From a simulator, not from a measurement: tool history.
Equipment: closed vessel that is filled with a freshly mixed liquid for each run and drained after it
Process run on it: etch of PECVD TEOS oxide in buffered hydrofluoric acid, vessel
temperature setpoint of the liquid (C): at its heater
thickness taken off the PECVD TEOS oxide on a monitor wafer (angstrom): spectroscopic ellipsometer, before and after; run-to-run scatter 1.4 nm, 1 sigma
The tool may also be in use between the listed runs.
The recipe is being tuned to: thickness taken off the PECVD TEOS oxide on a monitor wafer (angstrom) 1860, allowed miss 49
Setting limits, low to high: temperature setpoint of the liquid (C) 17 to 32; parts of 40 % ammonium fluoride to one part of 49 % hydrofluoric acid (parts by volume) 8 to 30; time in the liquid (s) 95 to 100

run,hour,temperature setpoint of the liquid (C),parts of 40 % ammonium fluoride to one part of 49 % hydrofluoric acid (parts by volume),time in the liquid (s),thickness taken off the PECVD TEOS oxide on a monitor wafer (angstrom)
1,0,25,22.5,95,1024.9
2,9.2,25,26,95,912.59
3,13,25,21.5,95,1046
4,15.8,26,20.5,95,1157.4
5,24.2,26,16.5,95,1425.2
6,28.6,26.5,16.5,95,1482.1
7,34.3,27,16.5,95,1526.1
8,40.6,27.5,16.5,95,1548.2
# hour 47.4: hydrofluoric acid flow meter replaced
9,47.4,27.5,16.5,95,1437.8
10,54.9,28,16,95,1530.3

Below are 5 possible settings for the next run. Only one of them brings all results inside the allowed miss of their targets. Which is it?
A,62.4,28.5,13,100,?
B,62.4,27.5,12.5,100,?
C,62.4,30.5,15,100,?
D,62.4,29,14.5,100,?
E,62.4,25.5,11.5,100,?

move,thickness taken off the PECVD TEOS oxide on a monitor wafer (angstrom)
A,2014.3
B,1984.6
C,1945.6
D,1858.6
E,1933.8
A: pushes the last run's worst result past its target
B: pushes the last run's worst result past its target
C: pushes the last run's worst result past its target
D: hits every target within its allowed miss
E: pushes the last run's worst result past its target
Answer: D
